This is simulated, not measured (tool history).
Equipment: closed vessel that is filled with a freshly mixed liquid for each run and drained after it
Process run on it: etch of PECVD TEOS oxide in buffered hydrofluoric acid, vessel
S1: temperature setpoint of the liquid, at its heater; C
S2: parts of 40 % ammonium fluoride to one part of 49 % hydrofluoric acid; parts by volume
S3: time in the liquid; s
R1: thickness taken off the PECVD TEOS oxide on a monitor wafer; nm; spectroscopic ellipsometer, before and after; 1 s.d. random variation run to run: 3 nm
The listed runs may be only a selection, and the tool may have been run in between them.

run,day,S1,S2,S3,R1
1,0.000,25.0,15.5,90,234.79
2,0.129,21.5,15.5,90,194.33
3,0.283,21.5,13.0,90,230.36
4,0.350,23.0,13.0,90,253.36
5,0.646,23.0,13.0,95,266.89
6,0.725,23.0,16.0,95,214.97
7,0.854,25.0,16.0,95,238.98

For run 8, what comes out?
8,1.079,29.0,15.5,95,?

{"run 8": {"R1": 311.66}}
